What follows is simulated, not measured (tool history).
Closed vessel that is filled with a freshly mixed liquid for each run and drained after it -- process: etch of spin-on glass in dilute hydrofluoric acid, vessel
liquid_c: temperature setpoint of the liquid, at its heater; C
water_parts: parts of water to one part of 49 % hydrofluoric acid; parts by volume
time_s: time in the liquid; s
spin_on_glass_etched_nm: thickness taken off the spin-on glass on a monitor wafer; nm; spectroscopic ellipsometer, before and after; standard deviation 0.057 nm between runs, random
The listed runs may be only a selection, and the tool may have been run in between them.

| run | day | liquid_c | water_parts | time_s | spin_on_glass_etched_nm |
|---|---|---|---|---|---|
| 1 | 0.000 | 20.0 | 275 | 85 | 7.9489 |
| 2 | 0.275 | 22.0 | 255 | 85 | 9.4459 |
| 3 | 0.425 | 24.0 | 255 | 85 | 10.1430 |
| 4 | 0.704 | 25.0 | 240 | 85 | 11.3760 |
| 5 | 0.954 | 25.5 | 230 | 85 | 12.1770 |
| 6 | 1.175 | 25.5 | 230 | 85 | 12.1010 |

Run 7 is up next; what results do you expect?
| 7 | 1.454 | 26.0 | 225 | 85 | ? |

spin_on_glass_etched_nm: 12.6940 nm

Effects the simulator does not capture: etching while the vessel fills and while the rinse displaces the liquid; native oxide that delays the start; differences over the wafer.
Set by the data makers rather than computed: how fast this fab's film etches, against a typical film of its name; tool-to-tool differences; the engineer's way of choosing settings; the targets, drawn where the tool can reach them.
